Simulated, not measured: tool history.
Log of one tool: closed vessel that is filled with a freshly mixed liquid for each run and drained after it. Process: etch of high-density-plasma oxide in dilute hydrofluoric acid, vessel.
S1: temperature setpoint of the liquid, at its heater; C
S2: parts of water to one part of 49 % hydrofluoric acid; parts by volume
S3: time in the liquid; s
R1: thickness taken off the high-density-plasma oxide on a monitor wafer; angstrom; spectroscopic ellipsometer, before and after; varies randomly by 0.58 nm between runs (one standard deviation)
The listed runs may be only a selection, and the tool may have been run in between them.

run	hour	S1	S2	S3	R1
1	0	24	145	1980	606.01
2	9.2	26.5	140	1980	693.37
3	16.9	28	135	1980	761.38
4	20	28	135	1980	765.03
5	26.1	28	180	1980	550.37
6	28.8	25.5	180	1980	497.55
7	31.3	27.5	165	1980	592.07
8	39.4	29	150	1980	702.46
9	41.6	30	140	1980	786.3

What will run 10 give?
10	46.4	30.5	135	1980	?

Run 10 yielded R1 833.54 angstrom.
